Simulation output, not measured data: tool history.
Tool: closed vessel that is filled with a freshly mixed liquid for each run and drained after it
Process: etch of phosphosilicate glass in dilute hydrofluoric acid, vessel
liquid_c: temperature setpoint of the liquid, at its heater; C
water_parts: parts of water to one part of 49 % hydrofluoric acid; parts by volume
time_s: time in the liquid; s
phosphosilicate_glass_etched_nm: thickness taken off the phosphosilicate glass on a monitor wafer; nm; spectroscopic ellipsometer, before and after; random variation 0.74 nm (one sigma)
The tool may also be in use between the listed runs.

run  hour  liquid_c  water_parts  time_s  phosphosilicate_glass_etched_nm
  1     0        20           90      30                           36.199
  2   2.4        20           90      30                           36.229
  3   9.2      22.5           90      30                           39.623
  4  12.3      23.5           85      30                            43.63
  5  20.2      24.5           80      30                           48.418
  6  28.8        25           75      30                           54.082

The next listed run, before its measurement:
  7  33.7      25.5           70      30                                ?

phosphosilicate_glass_etched_nm: 59.133 nm

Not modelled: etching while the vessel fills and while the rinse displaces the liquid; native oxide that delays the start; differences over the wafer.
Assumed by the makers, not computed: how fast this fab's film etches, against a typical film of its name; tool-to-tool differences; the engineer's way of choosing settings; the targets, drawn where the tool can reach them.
